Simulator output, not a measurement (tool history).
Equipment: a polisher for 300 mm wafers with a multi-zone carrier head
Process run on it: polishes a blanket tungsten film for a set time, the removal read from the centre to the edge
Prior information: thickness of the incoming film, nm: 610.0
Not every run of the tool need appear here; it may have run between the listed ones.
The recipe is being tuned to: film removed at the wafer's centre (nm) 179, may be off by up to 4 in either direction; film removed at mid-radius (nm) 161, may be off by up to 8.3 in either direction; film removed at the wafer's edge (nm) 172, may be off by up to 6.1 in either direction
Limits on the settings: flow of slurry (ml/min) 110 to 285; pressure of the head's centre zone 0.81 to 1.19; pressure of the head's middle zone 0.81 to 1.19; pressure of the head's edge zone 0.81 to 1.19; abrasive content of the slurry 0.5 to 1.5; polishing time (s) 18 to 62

run  hour  flow of slurry (ml/min)  pressure of the head's centre zone  pressure of the head's middle zone  pressure of the head's edge zone  abrasive content of the slurry  polishing time (s)  film removed at the wafer's centre (nm)  film removed at mid-radius (nm)  film removed at the wafer's edge (nm)
  1     0                      180                                   1                                   1                                 1                               1                  40                                    194.6                           193.59                                 190.91
  2   0.6                      180                                   1                                0.95                                 1                               1                  40                                    196.3                           186.38                                 189.62
  3   3.9                      180                                   1                                0.95                                 1                               1                  47                                   231.08                           223.57                                 224.86
  4   8.8                      170                                0.99                                0.91                              0.97                            0.85                  46                                    212.5                            197.2                                 203.26
  5   9.6                      155                                0.97                                0.88                              0.94                             0.8                  46                                   202.49                           183.77                                 194.86
  6  10.5                      155                                0.94                                0.88                              0.94                             0.8                  46                                   196.68                           187.59                                 195.82
  7  12.6                      145                                0.93                                0.86                              0.91                            0.75                  46                                   191.37                           182.36                                 191.24
  8  20.1                      145                                0.93                                0.86                              0.91                            0.75                  46                                   190.05                           176.57                                 189.86

Of the 4 settings listed for the next run, only one would bring every result within its allowed miss of target. Which one?
  A  27.6                      190                                0.93                                1.01                              0.85                               1                  44                                        ?                                ?                                      ?
  B  27.6                      110                                0.88                                0.81                               0.9                            0.95                  45                                        ?                                ?                                      ?
  C  27.6                      135                                0.92                                0.81                              0.81                             0.8                  44                                        ?                                ?                                      ?
  D  27.6                      145                                1.01                                0.85                              0.87                             0.6                  41                                        ?                                ?                                      ?

move  film removed at the wafer's centre (nm)  film removed at mid-radius (nm)  film removed at the wafer's edge (nm)
   A                                    207.2                           221.09                                  199.3
   B                                   173.23                           163.84                                 189.37
   C                                   179.69                           162.72                                 176.28
   D                                   171.69                           149.65                                 160.08
A: misses by more than the last run did
B: roughly where the last run was
C: hits every target within its allowed miss
D: moves the result that the last run missed by most past its target, out the other side
Correct choice: C, which meets every target
